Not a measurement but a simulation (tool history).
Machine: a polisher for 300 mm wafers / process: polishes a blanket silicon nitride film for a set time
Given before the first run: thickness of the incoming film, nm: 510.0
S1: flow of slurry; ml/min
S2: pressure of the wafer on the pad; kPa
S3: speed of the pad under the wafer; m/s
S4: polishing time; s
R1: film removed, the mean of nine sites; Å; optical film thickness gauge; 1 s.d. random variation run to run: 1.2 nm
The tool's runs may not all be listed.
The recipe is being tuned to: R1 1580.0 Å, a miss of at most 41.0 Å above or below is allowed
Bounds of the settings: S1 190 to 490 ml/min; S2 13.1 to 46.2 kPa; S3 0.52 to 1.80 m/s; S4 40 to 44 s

| run | hour | S1 | S2 | S3 | S4 | R1 |
|---|---|---|---|---|---|---|
| 1 | 0.0 | 315 | 29.6 | 1.16 | 44 | 1041.2 |
| 2 | 1.0 | 315 | 33.1 | 1.16 | 44 | 1132.3 |
| 3 | 7.6 | 315 | 36.5 | 1.16 | 44 | 1233.7 |
| 4 | 13.8 | 315 | 36.5 | 1.16 | 40 | 1121.8 |
| 5 | 20.5 | 315 | 41.4 | 1.16 | 40 | 1239.2 |
| 6 | 22.5 | 315 | 46.2 | 1.16 | 40 | 1356.5 |
| 7 | 24.9 | 315 | 46.2 | 1.22 | 40 | 1408.0 |
| 8 | 30.0 | 315 | 46.2 | 1.26 | 40 | 1448.5 |
| 9 | 35.3 | 315 | 46.2 | 1.30 | 40 | 1473.3 |
| 10 | 37.5 | 315 | 46.2 | 1.34 | 40 | 1498.1 |

Exercise: of the 5 proposed moves below, exactly one satisfies all targets within the stated allowed misses. Which move is it?
| A | 39.7 | 335 | 46.2 | 1.44 | 42 | ? |
| B | 39.7 | 315 | 44.1 | 1.44 | 41 | ? |
| C | 39.7 | 330 | 44.8 | 1.22 | 42 | ? |
| D | 39.7 | 315 | 45.5 | 1.42 | 42 | ? |
| E | 39.7 | 295 | 44.8 | 1.34 | 40 | ? |

| move | R1 |
|---|---|
| A | 1715.1 |
| B | 1601.8 |
| C | 1461.8 |
| D | 1665.9 |
| E | 1486.6 |
A: takes the result that was furthest off past its target
B: hits every target within its allowed miss
C: the biggest miss grows against the last run
D: takes the result that was furthest off past its target
E: the biggest miss grows against the last run
The right move is B.
